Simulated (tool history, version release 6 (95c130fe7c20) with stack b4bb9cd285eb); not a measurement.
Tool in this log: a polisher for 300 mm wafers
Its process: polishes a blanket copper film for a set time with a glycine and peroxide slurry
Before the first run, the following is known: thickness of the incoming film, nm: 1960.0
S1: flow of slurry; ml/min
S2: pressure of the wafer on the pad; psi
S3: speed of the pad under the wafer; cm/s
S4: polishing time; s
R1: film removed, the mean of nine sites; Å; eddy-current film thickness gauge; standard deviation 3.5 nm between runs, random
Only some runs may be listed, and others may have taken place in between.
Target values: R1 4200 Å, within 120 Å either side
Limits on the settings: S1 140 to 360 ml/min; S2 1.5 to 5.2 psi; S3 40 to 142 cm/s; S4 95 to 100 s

run 1 hour=0 | S1=230 S2=3.3 S3=90 S4=95 | R1=4818.5
run 2 hour=1.1 | S1=230 S2=3.3 S3=90 S4=100 | R1=5038.8
run 3 hour=10 | S1=230 S2=3.3 S3=90 S4=95 | R1=4788.8
run 4 hour=17.6 | S1=270 S2=3.3 S3=90 S4=95 | R1=4855.4
run 5 hour=21.4 | S1=270 S2=3.2 S3=90 S4=95 | R1=4706.5
run 6 hour=27.9 | S1=270 S2=3.1 S3=90 S4=95 | R1=4600.9
run 7 hour=30.9 | S1=270 S2=3 S3=90 S4=95 | R1=4482
run 8 hour=31.7 | S1=270 S2=2.9 S3=90 S4=95 | R1=4365.1

Pick the move, out of 4, that brings all results within their allowed miss; only one does.
run A hour=32.5 | S1=260 S2=2.3 S3=110 S4=100 | R1=?
run B hour=32.5 | S1=260 S2=2.8 S3=90 S4=95 | R1=?
run C hour=32.5 | S1=265 S2=2.9 S3=76 S4=98 | R1=?
run D hour=32.5 | S1=255 S2=3.7 S3=74 S4=95 | R1=?

move=A R1=4428.1
move=B R1=4193.2
move=C R1=3893.6
move=D R1=4478.3
A: lands further from the targets than the last run did
B: all results land within tolerance of their targets
C: takes the biggest miss from the last run beyond its target
D: lands further from the targets than the last run did
B is the move that brings every result within its allowed miss.

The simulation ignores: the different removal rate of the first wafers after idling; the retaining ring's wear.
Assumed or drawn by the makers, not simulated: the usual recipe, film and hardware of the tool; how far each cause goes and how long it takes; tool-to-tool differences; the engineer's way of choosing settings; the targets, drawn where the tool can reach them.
